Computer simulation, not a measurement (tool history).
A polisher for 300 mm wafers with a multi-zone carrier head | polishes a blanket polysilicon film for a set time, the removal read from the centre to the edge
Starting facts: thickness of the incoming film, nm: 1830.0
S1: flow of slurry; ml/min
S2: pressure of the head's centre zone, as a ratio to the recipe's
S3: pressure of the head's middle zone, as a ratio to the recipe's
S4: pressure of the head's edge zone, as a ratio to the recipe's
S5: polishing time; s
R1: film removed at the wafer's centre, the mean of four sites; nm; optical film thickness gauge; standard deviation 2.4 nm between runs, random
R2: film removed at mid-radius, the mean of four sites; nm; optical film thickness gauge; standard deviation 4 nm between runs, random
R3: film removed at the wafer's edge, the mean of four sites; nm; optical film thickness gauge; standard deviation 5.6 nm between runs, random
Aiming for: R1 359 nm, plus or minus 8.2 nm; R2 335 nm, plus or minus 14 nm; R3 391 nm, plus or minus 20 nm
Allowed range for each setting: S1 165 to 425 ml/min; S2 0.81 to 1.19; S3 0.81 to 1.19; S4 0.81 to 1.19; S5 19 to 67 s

run,hour,S1,S2,S3,S4,S5,R1,R2,R3
1,0,275,1,1,1,43,283.58,274.98,291.85
2,7.1,275,1,1,0.92,43,283.89,270.83,276.54
3,10.3,275,1,1,0.92,39,259.31,256.8,248.98
4,15.3,270,1.02,1.02,0.99,42,277.74,275.9,282.33
5,18.1,270,1.02,1.1,0.99,42,280.43,293.29,279.47
6,21.5,270,0.94,1.1,0.99,42,260.7,290.37,281.33
7,27.8,275,0.98,1.08,1.04,45,295.19,305.32,306.86
8,35.8,275,0.98,1.08,1.04,45,291.9,309.68,305.33
9,42.1,255,0.99,1.05,1.08,47,303.27,313.56,324.16
10,47.3,280,0.99,1.03,1.11,48,314.39,317.7,342.7

Below are 4 possible settings for the next run. Only one of them brings all results inside the allowed miss of their targets. Which is it?
A,52.5,230,1.12,1.19,0.96,52,?,?,?
B,52.5,280,1.1,1.01,1.1,51,?,?,?
C,52.5,305,1.03,0.98,1.18,52,?,?,?
D,52.5,275,1.07,1.01,1.08,51,?,?,?

move,R1,R2,R3
A,377.72,373.35,339.28
B,371.05,330.52,361.48
C,356.93,332.3,384.4
D,360.22,330.05,357.71
A: takes the result that was furthest off past its target
B: takes the result that was furthest off past its target
C: all results in spec
D: brings the last run's worst result on target, with another outside its allowed miss
Correct choice: C, which meets every target
